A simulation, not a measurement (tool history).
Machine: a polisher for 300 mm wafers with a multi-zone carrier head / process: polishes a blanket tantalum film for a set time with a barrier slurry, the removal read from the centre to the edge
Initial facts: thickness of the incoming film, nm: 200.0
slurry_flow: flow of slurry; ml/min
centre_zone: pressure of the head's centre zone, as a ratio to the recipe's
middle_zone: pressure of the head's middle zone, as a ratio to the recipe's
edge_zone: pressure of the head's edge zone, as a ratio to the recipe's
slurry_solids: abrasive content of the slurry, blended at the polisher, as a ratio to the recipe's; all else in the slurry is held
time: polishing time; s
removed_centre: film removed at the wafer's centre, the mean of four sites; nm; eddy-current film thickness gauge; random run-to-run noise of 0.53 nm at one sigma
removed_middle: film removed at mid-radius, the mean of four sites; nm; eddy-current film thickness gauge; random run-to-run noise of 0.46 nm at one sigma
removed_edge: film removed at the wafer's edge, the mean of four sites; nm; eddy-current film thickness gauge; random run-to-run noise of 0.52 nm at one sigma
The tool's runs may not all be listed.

run	hour	slurry_flow	centre_zone	middle_zone	edge_zone	slurry_solids	time	removed_centre	removed_middle	removed_edge
1	0.0	255	1.00	1.00	1.00	1.00	46	71.217	70.263	71.715
2	2.7	255	1.00	1.03	1.00	1.00	46	72.840	70.623	72.198
3	8.2	255	0.98	1.05	0.97	0.95	42	64.831	64.515	62.718
4	13.0	250	0.95	1.05	0.96	0.90	40	56.581	61.245	57.026
5	16.7	250	0.95	1.05	0.92	0.90	40	56.795	61.476	58.214
6	22.3	250	0.95	1.10	0.92	0.90	40	57.102	62.915	56.189

What will run 7 give?
7	24.4	250	0.95	1.10	0.92	0.90	40	?	?	?

removed_centre: 57.503 nm
removed_middle: 63.868 nm
removed_edge: 57.059 nm
